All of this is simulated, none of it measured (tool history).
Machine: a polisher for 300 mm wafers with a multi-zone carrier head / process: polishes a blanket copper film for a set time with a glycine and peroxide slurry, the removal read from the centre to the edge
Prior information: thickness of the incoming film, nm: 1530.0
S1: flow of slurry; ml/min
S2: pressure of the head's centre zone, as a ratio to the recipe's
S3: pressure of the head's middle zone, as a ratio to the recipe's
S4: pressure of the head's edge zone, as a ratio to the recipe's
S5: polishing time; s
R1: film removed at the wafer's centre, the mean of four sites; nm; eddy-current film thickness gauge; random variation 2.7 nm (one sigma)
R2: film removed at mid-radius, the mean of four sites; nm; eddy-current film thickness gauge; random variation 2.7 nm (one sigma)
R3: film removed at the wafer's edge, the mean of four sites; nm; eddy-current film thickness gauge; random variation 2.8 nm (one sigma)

{"run": 1, "hour": 0.0, "S1": 180, "S2": 1.0, "S3": 1.0, "S4": 1.0, "S5": 52, "R1": 248.97, "R2": 247.9, "R3": 236.0}
{"run": 2, "hour": 8.5, "S1": 180, "S2": 0.95, "S3": 1.0, "S4": 1.0, "S5": 52, "R1": 241.44, "R2": 257.78, "R3": 243.95}
{"run": 3, "hour": 9.7, "S1": 180, "S2": 0.92, "S3": 1.0, "S4": 1.0, "S5": 52, "R1": 235.77, "R2": 251.38, "R3": 242.86}
{"run": 4, "hour": 18.6, "S1": 175, "S2": 0.96, "S3": 1.0, "S4": 0.96, "S5": 50, "R1": 228.52, "R2": 246.79, "R3": 223.92}
{"run": 5, "hour": 27.2, "S1": 130, "S2": 0.96, "S3": 1.0, "S4": 0.96, "S5": 50, "R1": 217.56, "R2": 230.96, "R3": 215.56}
{"run": 6, "hour": 32.4, "S1": 130, "S2": 1.0, "S3": 1.0, "S4": 0.96, "S5": 50, "R1": 220.12, "R2": 226.97, "R3": 217.21}

Estimate the outcome of run 7 from the log above:
{"run": 7, "hour": 40.3, "S1": 135, "S2": 1.04, "S3": 1.0, "S4": 0.92, "S5": 49, "R1": "?", "R2": "?", "R3": "?"}

Run 7 came out at R1 222.37 nm, R2 224.12 nm, R3 208.01 nm.
